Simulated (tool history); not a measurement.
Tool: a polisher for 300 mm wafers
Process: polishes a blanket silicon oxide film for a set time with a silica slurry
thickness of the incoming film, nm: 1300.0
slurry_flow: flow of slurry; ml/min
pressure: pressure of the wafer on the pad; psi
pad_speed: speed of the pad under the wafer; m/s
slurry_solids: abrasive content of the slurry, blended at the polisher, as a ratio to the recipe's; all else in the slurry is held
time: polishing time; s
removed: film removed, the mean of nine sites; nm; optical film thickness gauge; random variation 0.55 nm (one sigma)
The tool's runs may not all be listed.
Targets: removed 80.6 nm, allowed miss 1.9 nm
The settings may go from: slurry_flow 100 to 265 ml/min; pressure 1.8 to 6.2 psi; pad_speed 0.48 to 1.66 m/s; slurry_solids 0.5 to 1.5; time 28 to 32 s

run	hour	slurry_flow	pressure	pad_speed	slurry_solids	time	removed
1	0	170	4	1.06	1	32	105.5
2	0.5	170	4	1.16	1	32	111.95
3	2.5	170	4	1.36	1	32	126.18
4	8.3	165	3.6	1.36	1	32	116.42
5	9.5	165	3.6	1.2	1	32	104.71
6	16.4	160	3.3	1.2	1	32	96.173
7	24.9	155	3.2	1.2	1	32	92.247
8	30.4	145	3.1	1.2	1	32	89.228
9	35.1	140	3	1.2	1	32	86.604
10	40.1	135	3	1.2	1	32	85.006
11	44.1	130	3	1.2	1	32	85.513
12	52.9	120	2.7	1.2	1	32	76.773

Which of these 5 next moves meets every target?
A	61.7	105	2.4	1.38	1.15	32	?
B	61.7	135	2.4	1.16	1.1	32	?
C	61.7	110	2.6	1.38	0.9	31	?
D	61.7	120	3	1.16	1.05	32	?
E	61.7	130	3.7	1.02	0.9	28	?

move	removed
A	81.96
B	72.255
C	73.37
D	84.98
E	74.396
A: meets every target
B: further off than the last run
C: further off than the last run
D: takes the result that was furthest off past its target
E: further off than the last run
Move A is the one to make.
